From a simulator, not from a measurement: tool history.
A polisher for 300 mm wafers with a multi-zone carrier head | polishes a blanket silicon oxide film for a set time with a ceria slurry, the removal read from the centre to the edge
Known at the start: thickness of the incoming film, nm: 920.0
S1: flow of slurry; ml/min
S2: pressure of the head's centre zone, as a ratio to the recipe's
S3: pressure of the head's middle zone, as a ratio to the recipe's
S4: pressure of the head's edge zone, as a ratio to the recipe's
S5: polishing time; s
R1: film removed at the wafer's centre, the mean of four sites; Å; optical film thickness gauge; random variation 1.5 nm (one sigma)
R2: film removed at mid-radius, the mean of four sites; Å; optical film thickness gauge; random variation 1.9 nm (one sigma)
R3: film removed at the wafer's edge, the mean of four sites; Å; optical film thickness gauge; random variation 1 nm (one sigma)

run	hour	S1	S2	S3	S4	S5	R1	R2	R3
1	0	135	1	1	1	42	2308.4	2113.7	2066.3
2	5.6	135	1	1	0.93	42	2265.8	2088.5	2000.5
3	7.8	135	1	1.08	0.93	42	2340.3	2228.1	1989.3
4	16.4	135	1	1.08	0.93	50	2713	2589.8	2376.2
5	22.8	165	1	1.08	0.93	50	2860.4	2677.7	2433.1
6	31.2	165	0.94	1.08	0.93	50	2708.5	2749.4	2418.5
7	38.4	145	0.91	1.06	0.96	44	2212	2338.3	2142.8
8	46	135	0.89	1.05	0.94	40	1985.8	2010.8	1879
9	47.5	125	0.87	1.08	0.98	36	1661.4	1799.3	1724.6
10	55.2	120	0.86	1.11	0.97	35	1578.4	1825	1656.1
11	62	115	0.85	1.11	0.96	34	1494.6	1717	1599.8
12	66.9	110	0.84	1.12	0.94	33	1432.1	1696.9	1511.3
13	74.5	105	0.83	1.12	0.94	33	1408.1	1653.5	1509.8
14	82.8	100	0.83	1.12	0.94	33	1379.7	1646.6	1487.2
15	86	100	0.83	1.12	0.94	33	1346.9	1651.6	1484.7
16	91.5	95	0.83	1.11	0.93	33	1364.5	1630.3	1467.6

Run 17 comes next. What will it give?
17	97.2	95	0.83	1.11	0.93	33	?	?	?

Run 17 gave R1 1323.5 Å, R2 1611 Å, R3 1460.4 Å.
